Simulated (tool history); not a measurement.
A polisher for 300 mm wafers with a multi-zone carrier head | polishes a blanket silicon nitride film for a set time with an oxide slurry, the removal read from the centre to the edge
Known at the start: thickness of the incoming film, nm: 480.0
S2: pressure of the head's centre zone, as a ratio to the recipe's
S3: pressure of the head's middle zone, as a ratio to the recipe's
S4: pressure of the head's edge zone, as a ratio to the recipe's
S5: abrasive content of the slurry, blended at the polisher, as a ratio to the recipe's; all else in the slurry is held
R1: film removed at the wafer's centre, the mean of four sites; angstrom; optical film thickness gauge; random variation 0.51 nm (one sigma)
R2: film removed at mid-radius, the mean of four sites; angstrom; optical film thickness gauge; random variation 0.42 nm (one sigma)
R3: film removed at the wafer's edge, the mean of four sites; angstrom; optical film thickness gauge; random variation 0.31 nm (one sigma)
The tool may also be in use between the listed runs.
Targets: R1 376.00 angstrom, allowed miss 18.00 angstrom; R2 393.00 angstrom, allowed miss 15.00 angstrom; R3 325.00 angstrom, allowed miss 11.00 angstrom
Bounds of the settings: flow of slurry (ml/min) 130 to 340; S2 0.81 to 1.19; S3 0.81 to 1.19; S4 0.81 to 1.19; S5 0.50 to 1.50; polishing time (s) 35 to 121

Run 1, day 0.000: flow of slurry (ml/min) 220, S2 1.00, S3 1.00, S4 1.00, S5 1.00, polishing time (s) 78. Result: R1 512.11 angstrom, R2 515.53 angstrom, R3 510.27 angstrom.
Run 2, day 0.129: flow of slurry (ml/min) 220, S2 1.00, S3 1.00, S4 1.08, S5 1.00, polishing time (s) 78. Result: R1 509.69 angstrom, R2 503.86 angstrom, R3 529.52 angstrom.
Run 3, day 0.258: flow of slurry (ml/min) 220, S2 1.00, S3 1.00, S4 1.15, S5 1.00, polishing time (s) 78. Result: R1 508.37 angstrom, R2 508.77 angstrom, R3 540.48 angstrom.
Run 4, day 0.379: flow of slurry (ml/min) 195, S2 1.00, S3 1.00, S4 1.15, S5 1.00, polishing time (s) 78. Result: R1 501.86 angstrom, R2 495.72 angstrom, R3 540.82 angstrom.
Run 5, day 0.421: flow of slurry (ml/min) 210, S2 1.01, S3 1.02, S4 1.13, S5 0.95, polishing time (s) 76. Result: R1 489.16 angstrom, R2 497.49 angstrom, R3 520.46 angstrom.
Run 6, day 0.633: flow of slurry (ml/min) 210, S2 1.01, S3 1.02, S4 1.13, S5 0.95, polishing time (s) 67. Result: R1 424.96 angstrom, R2 442.38 angstrom, R3 453.58 angstrom.
At day 0.892: slurry nozzle cleaned.
Run 7, day 0.892: flow of slurry (ml/min) 220, S2 1.03, S3 1.03, S4 1.10, S5 0.90, polishing time (s) 66. Result: R1 431.59 angstrom, R2 437.43 angstrom, R3 432.59 angstrom.
Run 8, day 1.008: flow of slurry (ml/min) 225, S2 1.03, S3 1.04, S4 1.08, S5 0.85, polishing time (s) 66. Result: R1 428.49 angstrom, R2 430.94 angstrom, R3 426.82 angstrom.
Run 9, day 1.329: flow of slurry (ml/min) 230, S2 1.03, S3 1.05, S4 1.06, S5 0.80, polishing time (s) 65. Result: R1 403.88 angstrom, R2 411.68 angstrom, R3 397.30 angstrom.
Run 10, day 1.592: flow of slurry (ml/min) 235, S2 1.03, S3 1.06, S4 1.04, S5 0.80, polishing time (s) 65. Result: R1 411.05 angstrom, R2 423.33 angstrom, R3 397.40 angstrom.
Run 11, day 1.854: flow of slurry (ml/min) 235, S2 1.03, S3 1.07, S4 1.02, S5 0.75, polishing time (s) 65. Result: R1 396.75 angstrom, R2 405.02 angstrom, R3 382.65 angstrom.
Run 12, day 2.025: flow of slurry (ml/min) 235, S2 1.03, S3 1.08, S4 1.00, S5 0.75, polishing time (s) 65. Result: R1 392.41 angstrom, R2 415.92 angstrom, R3 379.90 angstrom.
Run 13, day 2.146: flow of slurry (ml/min) 215, S2 1.10, S3 1.06, S4 0.90, S5 0.55, polishing time (s) 64. Result: R1 357.08 angstrom, R2 342.29 angstrom, R3 303.62 angstrom.
Run 14, day 2.500: flow of slurry (ml/min) 220, S2 1.10, S3 1.07, S4 0.90, S5 0.55, polishing time (s) 64. Result: R1 354.91 angstrom, R2 340.58 angstrom, R3 301.18 angstrom.
Run 15, day 2.617: flow of slurry (ml/min) 225, S2 1.10, S3 1.08, S4 0.91, S5 0.55, polishing time (s) 64. Result: R1 350.48 angstrom, R2 341.64 angstrom, R3 300.34 angstrom.
Run 16, day 2.829: flow of slurry (ml/min) 225, S2 1.10, S3 1.09, S4 0.91, S5 0.55, polishing time (s) 64. Result: R1 361.39 angstrom, R2 346.00 angstrom, R3 302.75 angstrom.
Run 17, day 2.912: flow of slurry (ml/min) 230, S2 1.09, S3 1.10, S4 0.92, S5 0.55, polishing time (s) 64. Result: R1 354.15 angstrom, R2 353.59 angstrom, R3 309.04 angstrom.
Run 18, day 3.104: flow of slurry (ml/min) 235, S2 1.09, S3 1.11, S4 0.92, S5 0.55, polishing time (s) 64. Result: R1 346.34 angstrom, R2 360.41 angstrom, R3 309.24 angstrom.
Run 19, day 3.408: flow of slurry (ml/min) 265, S2 1.15, S3 1.16, S4 0.95, S5 0.60, polishing time (s) 64. Result: R1 390.28 angstrom, R2 391.14 angstrom, R3 331.28 angstrom.
Run 20, day 3.558: flow of slurry (ml/min) 265, S2 1.15, S3 1.16, S4 0.95, S5 0.60, polishing time (s) 64. Result: R1 403.70 angstrom, R2 391.22 angstrom, R3 329.43 angstrom.

5 next moves are on the table. One of them brings every result within its allowed miss. Which?
Run A, day 3.708: flow of slurry (ml/min) 195, S2 1.07, S3 1.15, S4 0.98, S5 0.60, polishing time (s) 69. Result: R1 ?, R2 ?, R3 ?.
Run B, day 3.708: flow of slurry (ml/min) 270, S2 1.06, S3 1.14, S4 0.96, S5 0.65, polishing time (s) 64. Result: R1 ?, R2 ?, R3 ?.
Run C, day 3.708: flow of slurry (ml/min) 240, S2 1.12, S3 1.09, S4 0.98, S5 0.70, polishing time (s) 60. Result: R1 ?, R2 ?, R3 ?.
Run D, day 3.708: flow of slurry (ml/min) 250, S2 1.07, S3 1.14, S4 0.88, S5 0.60, polishing time (s) 66. Result: R1 ?, R2 ?, R3 ?.
Run E, day 3.708: flow of slurry (ml/min) 230, S2 1.02, S3 1.18, S4 1.05, S5 0.55, polishing time (s) 66. Result: R1 ?, R2 ?, R3 ?.

move      R1      R2      R3
   A  381.95  406.75  353.65
   B  378.26  402.21  346.09
   C  383.38  371.56  336.79
   D  375.78  396.15  327.96
   E  340.02  387.75  339.29
A: brings the result that was furthest off to its target, and leaves another outside
B: brings the result that was furthest off to its target, and leaves another outside
C: brings the result that was furthest off to its target, and leaves another outside
D: meets every target
E: takes the result that was furthest off past its target
Answer: D

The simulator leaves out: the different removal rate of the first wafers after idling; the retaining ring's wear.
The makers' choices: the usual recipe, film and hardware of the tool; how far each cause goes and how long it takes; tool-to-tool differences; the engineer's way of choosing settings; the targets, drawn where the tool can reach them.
